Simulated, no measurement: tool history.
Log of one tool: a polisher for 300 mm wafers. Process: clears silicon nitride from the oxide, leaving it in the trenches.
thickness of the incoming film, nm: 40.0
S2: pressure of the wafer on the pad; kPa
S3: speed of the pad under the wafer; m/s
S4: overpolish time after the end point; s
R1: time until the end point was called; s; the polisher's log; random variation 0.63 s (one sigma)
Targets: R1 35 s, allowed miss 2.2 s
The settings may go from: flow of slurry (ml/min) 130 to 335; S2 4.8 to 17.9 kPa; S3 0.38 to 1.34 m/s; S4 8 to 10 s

run 1 hour=0 | flow_of_slurry_(ml/min)=215 S2=11 S3=0.86 S4=10 | R1=66.971
run 2 hour=5.6 | flow_of_slurry_(ml/min)=215 S2=11 S3=0.86 S4=8 | R1=67.253
run 3 hour=10.4 | flow_of_slurry_(ml/min)=215 S2=12.4 S3=0.88 S4=8 | R1=59.106
run 4 hour=19.4 | flow_of_slurry_(ml/min)=180 S2=12.4 S3=0.88 S4=8 | R1=59.226
run 5 hour=21.8 | flow_of_slurry_(ml/min)=180 S2=12.4 S3=0.76 S4=8 | R1=69.864
run 6 hour=26.5 | flow_of_slurry_(ml/min)=180 S2=12.4 S3=0.62 S4=8 | R1=84.518
run 7 hour=31.1 | flow_of_slurry_(ml/min)=180 S2=13.8 S3=0.68 S4=8 | R1=69.979
run 8 hour=34.3 | flow_of_slurry_(ml/min)=180 S2=14.5 S3=0.74 S4=8 | R1=63.303
run 9 hour=40.2 | flow_of_slurry_(ml/min)=180 S2=15.2 S3=0.8 S4=8 | R1=54.815
run 10 hour=48.6 | flow_of_slurry_(ml/min)=180 S2=15.9 S3=0.84 S4=8 | R1=50.084
run 11 hour=56.4 | flow_of_slurry_(ml/min)=180 S2=16.5 S3=0.88 S4=8 | R1=44.868
run 12 hour=57.9 | flow_of_slurry_(ml/min)=180 S2=16.5 S3=0.9 S4=8 | R1=44.275
run 13 hour=64.3 | flow_of_slurry_(ml/min)=180 S2=16.5 S3=0.92 S4=8 | R1=43.323
run 14 hour=65.4 | flow_of_slurry_(ml/min)=180 S2=16.5 S3=0.94 S4=8 | R1=42.538
run 15 hour=69.5 | flow_of_slurry_(ml/min)=180 S2=16.5 S3=0.96 S4=8 | R1=41.616

Which of these 5 next moves meets every target?
run A hour=73.6 | flow_of_slurry_(ml/min)=205 S2=13.8 S3=1 S4=10 | R1=?
run B hour=73.6 | flow_of_slurry_(ml/min)=160 S2=16.5 S3=0.96 S4=8 | R1=?
run C hour=73.6 | flow_of_slurry_(ml/min)=155 S2=16.5 S3=1.16 S4=10 | R1=?
run D hour=73.6 | flow_of_slurry_(ml/min)=200 S2=17.9 S3=0.78 S4=8 | R1=?
run E hour=73.6 | flow_of_slurry_(ml/min)=130 S2=17.2 S3=0.76 S4=10 | R1=?

move=A R1=48.424
move=B R1=43.902
move=C R1=36.726
move=D R1=47.843
move=E R1=55.305
A: further off than the last run
B: further off than the last run
C: meets every target
D: further off than the last run
E: further off than the last run
The right move is C.
